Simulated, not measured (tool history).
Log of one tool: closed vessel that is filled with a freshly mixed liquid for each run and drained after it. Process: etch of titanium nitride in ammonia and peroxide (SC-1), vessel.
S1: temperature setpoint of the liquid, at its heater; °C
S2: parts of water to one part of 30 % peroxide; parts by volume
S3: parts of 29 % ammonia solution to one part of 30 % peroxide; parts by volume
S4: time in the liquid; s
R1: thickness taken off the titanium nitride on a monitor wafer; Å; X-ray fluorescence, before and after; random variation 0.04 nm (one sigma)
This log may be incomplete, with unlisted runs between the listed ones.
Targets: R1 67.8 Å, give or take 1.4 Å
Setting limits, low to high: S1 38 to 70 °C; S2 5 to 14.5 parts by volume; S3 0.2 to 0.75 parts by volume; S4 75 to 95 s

run  hour    S1  S2    S3  S4      R1
  1     0    54   8  0.45  95  48.324
  2   6.2  55.5   8  0.45  95  53.306
  3  13.7    49   8  0.45  95  33.817
  4  22.1  54.5   8  0.45  95  49.715
  5  23.4    56   8  0.45  95  54.793
  6  28.8    56   8  0.55  95  57.049
  7  32.1    57   8  0.55  95  61.354
  8  41.3  57.5   8  0.55  95  62.625
  9    43    58   8  0.55  95  65.395

Pick the move, out of 4, that brings all results within their allowed miss; only one does.
  A  44.7    60    8   0.6  90   ?
  B  44.7    59    8   0.6  95   ?
  C  44.7    59  7.5  0.55  90   ?
  D  44.7  57.5    7   0.6  90   ?

move      R1
   A  70.921
   B  70.097
   C  67.618
   D  64.212
A: moves the result that the last run missed by most past its target, out the other side
B: moves the result that the last run missed by most past its target, out the other side
C: all results in spec
D: further off than the last run
Correct choice: C, which meets every target
